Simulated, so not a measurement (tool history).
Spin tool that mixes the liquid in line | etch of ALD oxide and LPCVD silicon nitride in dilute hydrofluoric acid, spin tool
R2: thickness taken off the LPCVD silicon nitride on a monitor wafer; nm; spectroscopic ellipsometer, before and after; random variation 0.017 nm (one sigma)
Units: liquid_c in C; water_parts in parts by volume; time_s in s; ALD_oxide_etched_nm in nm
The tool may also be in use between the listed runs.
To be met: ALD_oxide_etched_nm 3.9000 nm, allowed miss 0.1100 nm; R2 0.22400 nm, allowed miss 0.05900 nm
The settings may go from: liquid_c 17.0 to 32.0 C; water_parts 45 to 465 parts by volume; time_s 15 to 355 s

{"run": 1, "hour": 0.0, "liquid_c": 24.0, "water_parts": 255, "time_s": 180, "ALD_oxide_etched_nm": 6.8424, "R2": 0.29623}
{"run": 2, "hour": 1.7, "liquid_c": 23.5, "water_parts": 275, "time_s": 180, "ALD_oxide_etched_nm": 6.1584, "R2": 0.35073}
{"run": 3, "hour": 5.5, "liquid_c": 23.5, "water_parts": 285, "time_s": 175, "ALD_oxide_etched_nm": 5.6795, "R2": 0.26564}
{"run": 4, "hour": 7.5, "liquid_c": 22.5, "water_parts": 295, "time_s": 175, "ALD_oxide_etched_nm": 5.2064, "R2": 0.25752}
{"run": 5, "hour": 12.8, "liquid_c": 22.5, "water_parts": 295, "time_s": 120, "ALD_oxide_etched_nm": 3.598, "R2": 0.18693}
{"run": 6, "hour": 14.1, "liquid_c": 22.5, "water_parts": 340, "time_s": 120, "ALD_oxide_etched_nm": 2.9999, "R2": 0.13611}
{"run": 7, "hour": 17.7, "liquid_c": 23.5, "water_parts": 335, "time_s": 120, "ALD_oxide_etched_nm": 3.2197, "R2": 0.16948}
{"run": 8, "hour": 20.1, "liquid_c": 24.0, "water_parts": 335, "time_s": 120, "ALD_oxide_etched_nm": 3.2445, "R2": 0.20271}
{"run": 9, "hour": 25.3, "liquid_c": 24.0, "water_parts": 325, "time_s": 120, "ALD_oxide_etched_nm": 3.3286, "R2": 0.16094}
{"run": 10, "hour": 32.4, "liquid_c": 24.5, "water_parts": 325, "time_s": 120, "ALD_oxide_etched_nm": 3.4219, "R2": 0.19943}
{"run": 11, "hour": 41.4, "liquid_c": 24.5, "water_parts": 325, "time_s": 120, "ALD_oxide_etched_nm": 3.4163, "R2": 0.16943}
{"run": 12, "hour": 42.7, "liquid_c": 25.0, "water_parts": 325, "time_s": 120, "ALD_oxide_etched_nm": 3.4483, "R2": 0.20083}
{"run": 13, "hour": 45.9, "liquid_c": 25.0, "water_parts": 320, "time_s": 120, "ALD_oxide_etched_nm": 3.5287, "R2": 0.19992}
{"run": 14, "hour": 50.5, "liquid_c": 25.0, "water_parts": 315, "time_s": 120, "ALD_oxide_etched_nm": 3.566, "R2": 0.19964}
{"run": 15, "hour": 51.1, "liquid_c": 25.0, "water_parts": 310, "time_s": 120, "ALD_oxide_etched_nm": 3.7303, "R2": 0.24654}
{"run": 16, "hour": 57.2, "liquid_c": 25.0, "water_parts": 310, "time_s": 120, "ALD_oxide_etched_nm": 3.734, "R2": 0.21195}

Which of these 5 next moves meets every target?
{"run": "A", "hour": 63.3, "liquid_c": 26.0, "water_parts": 295, "time_s": 115, "ALD_oxide_etched_nm": "?", "R2": "?"}
{"run": "B", "hour": 63.3, "liquid_c": 25.0, "water_parts": 300, "time_s": 130, "ALD_oxide_etched_nm": "?", "R2": "?"}
{"run": "C", "hour": 63.3, "liquid_c": 25.0, "water_parts": 305, "time_s": 135, "ALD_oxide_etched_nm": "?", "R2": "?"}
{"run": "D", "hour": 63.3, "liquid_c": 23.0, "water_parts": 315, "time_s": 130, "ALD_oxide_etched_nm": "?", "R2": "?"}
{"run": "E", "hour": 63.3, "liquid_c": 30.0, "water_parts": 330, "time_s": 110, "ALD_oxide_etched_nm": "?", "R2": "?"}

move=A ALD_oxide_etched_nm=3.9167 R2=0.18043
move=B ALD_oxide_etched_nm=4.1866 R2=0.18885
move=C ALD_oxide_etched_nm=4.2552 R2=0.19291
move=D ALD_oxide_etched_nm=3.6672 R2=0.15932
move=E ALD_oxide_etched_nm=3.6812 R2=0.19450
A: meets every target
B: takes the result that was furthest off past its target
C: takes the result that was furthest off past its target
D: further off than the last run
E: further off than the last run
The right move is A.

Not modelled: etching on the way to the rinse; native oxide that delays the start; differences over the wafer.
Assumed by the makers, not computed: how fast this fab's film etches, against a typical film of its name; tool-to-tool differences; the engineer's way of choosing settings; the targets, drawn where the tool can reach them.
